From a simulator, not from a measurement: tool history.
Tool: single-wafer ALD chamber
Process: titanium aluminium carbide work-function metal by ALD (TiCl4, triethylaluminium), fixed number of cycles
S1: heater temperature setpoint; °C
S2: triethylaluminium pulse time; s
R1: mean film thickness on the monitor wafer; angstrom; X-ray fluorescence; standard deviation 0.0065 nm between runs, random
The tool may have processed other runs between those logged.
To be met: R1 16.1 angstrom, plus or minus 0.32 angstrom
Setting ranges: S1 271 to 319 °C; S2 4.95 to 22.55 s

run	hour	S1	S2	R1
1	0	295	13.75	20.04
2	5.6	290	13.75	19.738
3	11.2	290	11.94	19.291
4	17.1	290	9.36	18.142
5	24.6	283	9.36	17.698
6	32.6	288	9.36	18.168
# hour 39.2: thermocouple changed; heater temperature recalibrated
7	39.2	287	8.99	17.42
8	41.8	286	8.84	16.951
9	47.4	285	8.81	17.04
10	49.8	284	8.78	16.931
11	53.5	283	8.75	16.713
12	62.2	283	8.73	16.928

Exactly one of the 4 candidate moves below puts every result within its allowed miss. Which one?
A	70.9	282	9.25	?
B	70.9	286	7.55	?
C	70.9	276	7.93	?
D	70.9	271	8.69	?

move	R1
A	17.036
B	15.242
C	15.235
D	15.81
A: lands further from the targets than the last run did
B: moves the result that the last run missed by most past its target, out the other side
C: moves the result that the last run missed by most past its target, out the other side
D: hits every target within its allowed miss
The move that meets every target is D.
